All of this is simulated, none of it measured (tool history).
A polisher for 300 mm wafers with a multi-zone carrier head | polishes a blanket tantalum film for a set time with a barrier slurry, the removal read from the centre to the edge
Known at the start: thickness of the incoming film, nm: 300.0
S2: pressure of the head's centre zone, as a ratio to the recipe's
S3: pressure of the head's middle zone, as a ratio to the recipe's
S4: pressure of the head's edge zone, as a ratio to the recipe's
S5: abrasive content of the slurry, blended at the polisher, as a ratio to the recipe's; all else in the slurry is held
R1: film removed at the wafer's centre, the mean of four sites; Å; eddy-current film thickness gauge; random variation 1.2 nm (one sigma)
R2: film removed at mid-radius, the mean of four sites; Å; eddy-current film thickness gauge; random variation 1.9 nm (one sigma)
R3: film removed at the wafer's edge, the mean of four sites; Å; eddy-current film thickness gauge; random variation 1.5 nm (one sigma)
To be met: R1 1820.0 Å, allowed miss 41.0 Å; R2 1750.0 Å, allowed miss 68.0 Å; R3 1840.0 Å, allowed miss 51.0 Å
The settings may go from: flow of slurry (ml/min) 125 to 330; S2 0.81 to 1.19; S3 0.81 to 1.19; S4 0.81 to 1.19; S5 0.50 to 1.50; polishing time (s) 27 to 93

run 1 hour=0.0 | flow_of_slurry_(ml/min)=210 S2=1.00 S3=1.00 S4=1.00 S5=1.00 polishing_time_(s)=59 | R1=1235.4 R2=1206.2 R3=1217.9
run 2 hour=8.7 | flow_of_slurry_(ml/min)=220 S2=1.02 S3=1.01 S4=1.05 S5=1.15 polishing_time_(s)=62 | R1=1379.8 R2=1342.2 R3=1369.1
run 3 hour=16.4 | flow_of_slurry_(ml/min)=225 S2=1.03 S3=1.02 S4=1.09 S5=1.25 polishing_time_(s)=65 | R1=1486.6 R2=1458.1 R3=1468.7
run 4 hour=18.6 | flow_of_slurry_(ml/min)=225 S2=1.03 S3=1.02 S4=1.12 S5=1.25 polishing_time_(s)=65 | R1=1493.6 R2=1449.4 R3=1519.2
run 5 hour=25.8 | flow_of_slurry_(ml/min)=235 S2=1.04 S3=1.02 S4=1.14 S5=1.35 polishing_time_(s)=67 | R1=1586.5 R2=1520.9 R3=1591.9
run 6 hour=31.5 | flow_of_slurry_(ml/min)=235 S2=1.04 S3=1.02 S4=1.14 S5=1.50 polishing_time_(s)=67 | R1=1635.4 R2=1572.1 R3=1622.9
run 7 hour=36.9 | flow_of_slurry_(ml/min)=245 S2=1.04 S3=1.02 S4=1.16 S5=1.50 polishing_time_(s)=69 | R1=1678.3 R2=1634.0 R3=1699.8
run 8 hour=44.7 | flow_of_slurry_(ml/min)=250 S2=1.05 S3=1.02 S4=1.17 S5=1.50 polishing_time_(s)=70 | R1=1722.5 R2=1638.3 R3=1746.0
run 9 hour=51.3 | flow_of_slurry_(ml/min)=255 S2=1.06 S3=1.03 S4=1.18 S5=1.50 polishing_time_(s)=71 | R1=1760.6 R2=1690.1 R3=1784.6
run 10 hour=55.5 | flow_of_slurry_(ml/min)=260 S2=1.06 S3=1.03 S4=1.18 S5=1.50 polishing_time_(s)=71 | R1=1759.6 R2=1676.6 R3=1793.6

Which of these 4 next moves meets every target?
run A hour=59.7 | flow_of_slurry_(ml/min)=230 S2=1.06 S3=1.02 S4=1.17 S5=1.45 polishing_time_(s)=70 | R1=? R2=? R3=?
run B hour=59.7 | flow_of_slurry_(ml/min)=265 S2=1.06 S3=1.03 S4=1.18 S5=1.45 polishing_time_(s)=74 | R1=? R2=? R3=?
run C hour=59.7 | flow_of_slurry_(ml/min)=325 S2=0.99 S3=0.95 S4=1.19 S5=1.30 polishing_time_(s)=73 | R1=? R2=? R3=?
run D hour=59.7 | flow_of_slurry_(ml/min)=215 S2=0.92 S3=0.95 S4=1.19 S5=1.45 polishing_time_(s)=78 | R1=? R2=? R3=?

move=A R1=1712.7 R2=1626.9 R3=1756.3
move=B R1=1843.4 R2=1762.4 R3=1887.5
move=C R1=1728.6 R2=1615.4 R3=1852.9
move=D R1=1717.4 R2=1693.9 R3=1963.9
A: further off than the last run
B: meets every target
C: further off than the last run
D: further off than the last run
Move B is the one to make.

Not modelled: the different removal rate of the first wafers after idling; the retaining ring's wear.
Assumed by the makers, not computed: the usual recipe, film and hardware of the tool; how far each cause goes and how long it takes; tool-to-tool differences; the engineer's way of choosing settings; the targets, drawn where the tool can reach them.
